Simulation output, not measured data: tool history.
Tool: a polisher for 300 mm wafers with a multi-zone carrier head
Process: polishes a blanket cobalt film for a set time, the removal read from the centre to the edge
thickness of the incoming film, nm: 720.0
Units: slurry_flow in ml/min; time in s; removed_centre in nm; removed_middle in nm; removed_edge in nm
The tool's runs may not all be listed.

| run | hour | slurry_flow | centre_zone | middle_zone | edge_zone | time | removed_centre | removed_middle | removed_edge |
|---|---|---|---|---|---|---|---|---|---|
| 1 | 0 | 295 | 1 | 1 | 1 | 40 | 278.52 | 282.21 | 282.95 |
| 2 | 8.5 | 345 | 1 | 1 | 1 | 40 | 282.08 | 284.82 | 283.8 |
| 3 | 15 | 345 | 1.04 | 1.04 | 1.03 | 41 | 306.83 | 300.29 | 294.76 |
| 4 | 19 | 345 | 0.98 | 1.04 | 1.03 | 41 | 286.69 | 304.06 | 293.71 |
| 5 | 26.5 | 350 | 1.01 | 1.08 | 1.05 | 42 | 293.97 | 319.34 | 302.62 |
| 6 | 29.8 | 360 | 1.05 | 1.1 | 1.05 | 43 | 319.72 | 335.35 | 308.78 |
| 7 | 30.8 | 365 | 1.07 | 1.11 | 1.06 | 43 | 331.21 | 336.37 | 312.63 |
| 8 | 33.5 | 370 | 1.08 | 1.12 | 1.07 | 43 | 333.8 | 336.67 | 310.71 |
| 9 | 35 | 370 | 1.08 | 1.12 | 1.07 | 43 | 331.77 | 338.42 | 312.98 |

The next listed run, before its measurement:
| 10 | 39.7 | 375 | 1.09 | 1.13 | 1.08 | 43 | ? | ? | ? |

Run 10 gave removed_centre 325.07 nm, removed_middle 340.24 nm, removed_edge 310.21 nm.
